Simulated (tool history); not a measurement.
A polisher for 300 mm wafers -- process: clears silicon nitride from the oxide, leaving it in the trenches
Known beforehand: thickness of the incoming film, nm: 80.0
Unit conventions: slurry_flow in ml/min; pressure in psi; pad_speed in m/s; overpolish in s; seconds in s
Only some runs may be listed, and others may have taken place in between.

| run | hour | slurry_flow | pressure | pad_speed | overpolish | seconds |
|---|---|---|---|---|---|---|
| 1 | 0 | 300 | 1.8 | 1.26 | 39 | 107.34 |
| 2 | 0.5 | 300 | 1.7 | 1.24 | 39 | 114.94 |
| 3 | 7.9 | 300 | 1.7 | 1.1 | 39 | 130.17 |
| 4 | 16.9 | 300 | 1.6 | 1.1 | 39 | 136.19 |
| 5 | 17.8 | 300 | 1.9 | 1.1 | 39 | 119.21 |
| 6 | 22.8 | 300 | 1.8 | 1.08 | 39 | 129.41 |
| 7 | 25.6 | 300 | 1.7 | 1.06 | 39 | 133.47 |
| 8 | 27 | 300 | 1.6 | 1.04 | 39 | 145.1 |

The next listed run, before its measurement:
| 9 | 31.2 | 300 | 1.5 | 1.04 | 39 | ? |

seconds: 152.3 s
